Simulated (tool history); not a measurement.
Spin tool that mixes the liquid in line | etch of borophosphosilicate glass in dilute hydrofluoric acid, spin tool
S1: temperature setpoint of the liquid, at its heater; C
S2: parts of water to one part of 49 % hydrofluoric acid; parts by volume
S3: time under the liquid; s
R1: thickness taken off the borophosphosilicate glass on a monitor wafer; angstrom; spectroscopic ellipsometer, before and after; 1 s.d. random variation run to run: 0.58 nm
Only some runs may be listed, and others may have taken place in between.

run  hour    S1   S2   S3       R1
  1   0.0  21.0  175  265   762.84
  2   3.0  23.0  170  265   841.29
  3   9.5  24.5  165  265   927.96
  4  18.2  26.5  165  265   997.72
  5  19.4  27.0  165  265  1020.00
  6  25.2  27.0  165  265  1027.10
  7  33.4  27.5  165  265  1029.90

The next listed run, before its measurement:
  8  41.6  28.0  165  265   ?

R1: 1063.40 angstrom
